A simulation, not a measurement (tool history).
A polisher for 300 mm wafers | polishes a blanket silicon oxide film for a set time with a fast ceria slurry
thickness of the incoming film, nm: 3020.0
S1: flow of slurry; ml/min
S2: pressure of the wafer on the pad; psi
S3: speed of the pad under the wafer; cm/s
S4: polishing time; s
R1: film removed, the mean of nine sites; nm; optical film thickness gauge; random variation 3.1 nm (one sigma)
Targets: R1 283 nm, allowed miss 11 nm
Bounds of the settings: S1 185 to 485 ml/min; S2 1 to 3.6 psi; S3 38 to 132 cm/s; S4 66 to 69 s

run,hour,S1,S2,S3,S4,R1
1,0,310,2.3,84,66,540.85
2,4.9,310,2.3,84,69,570.58
3,9.7,310,2.3,84,66,538.44
4,17.3,310,2.3,84,66,543.48
5,24.2,310,2.1,82,66,486.78
# hour 32.5: worn pad replaced by a new one
6,32.5,310,1.9,80,66,496.45
7,33.9,290,1.7,72,66,396.19
8,35.2,280,1.6,70,66,377.4
9,38,275,1.5,68,66,349.35
10,42.5,265,1.4,68,66,318.88

Which of these 5 next moves meets every target?
A,47,220,1.6,72,69,?
B,47,230,1.5,60,68,?
C,47,185,1.6,62,66,?
D,47,330,1.3,62,66,?
E,47,300,1.6,64,69,?

move,R1
A,382.13
B,302.56
C,307.86
D,283.21
E,354.04
A: further off than the last run
B: nearer than the last run, and not there yet
C: nearer than the last run, and not there yet
D: meets every target
E: further off than the last run
Move D is the one to make.
